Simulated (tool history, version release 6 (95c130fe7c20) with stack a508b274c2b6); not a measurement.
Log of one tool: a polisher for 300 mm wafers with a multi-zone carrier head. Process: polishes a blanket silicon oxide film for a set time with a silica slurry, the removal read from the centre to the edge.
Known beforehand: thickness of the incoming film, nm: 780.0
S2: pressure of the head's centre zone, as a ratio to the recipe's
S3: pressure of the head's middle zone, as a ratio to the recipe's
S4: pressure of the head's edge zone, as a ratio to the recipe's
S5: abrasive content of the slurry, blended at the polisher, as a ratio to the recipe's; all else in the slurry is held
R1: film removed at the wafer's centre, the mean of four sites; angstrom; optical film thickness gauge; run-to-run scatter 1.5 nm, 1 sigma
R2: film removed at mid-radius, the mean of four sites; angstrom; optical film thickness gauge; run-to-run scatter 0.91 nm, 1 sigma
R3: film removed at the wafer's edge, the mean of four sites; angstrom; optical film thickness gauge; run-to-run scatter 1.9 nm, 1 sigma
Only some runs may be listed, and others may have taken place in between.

Run 1, hour 0: flow of slurry (ml/min) 140, S2 1, S3 1, S4 1, S5 1, polishing time (s) 36. Result: R1 1634.9 angstrom, R2 1612.4 angstrom, R3 1681.7 angstrom.
Run 2, hour 1: flow of slurry (ml/min) 160, S2 1, S3 1, S4 1, S5 1, polishing time (s) 36. Result: R1 1706.4 angstrom, R2 1653.5 angstrom, R3 1698.2 angstrom.
Run 3, hour 4.2: flow of slurry (ml/min) 160, S2 1.03, S3 1, S4 1, S5 1, polishing time (s) 36. Result: R1 1748 angstrom, R2 1653.5 angstrom, R3 1707.7 angstrom.
Run 4, hour 5.6: flow of slurry (ml/min) 145, S2 1.05, S3 0.98, S4 0.96, S5 1, polishing time (s) 36. Result: R1 1740.7 angstrom, R2 1590.6 angstrom, R3 1593 angstrom.
Run 5, hour 10.1: flow of slurry (ml/min) 145, S2 1.05, S3 0.98, S4 0.96, S5 1.15, polishing time (s) 36. Result: R1 1865.5 angstrom, R2 1732.1 angstrom, R3 1757.7 angstrom.
Run 6, hour 10.9: flow of slurry (ml/min) 130, S2 1.05, S3 0.95, S4 0.94, S5 1.15, polishing time (s) 36. Result: R1 1825.5 angstrom, R2 1658.1 angstrom, R3 1742.9 angstrom.

What will run 7 give?
Run 7, hour 15.2: flow of slurry (ml/min) 120, S2 1.05, S3 0.93, S4 0.91, S5 1.1, polishing time (s) 36. Result: R1 ?, R2 ?, R3 ?.

Logged for run 7: R1 1738.5 angstrom, R2 1556.1 angstrom, R3 1642.2 angstrom.
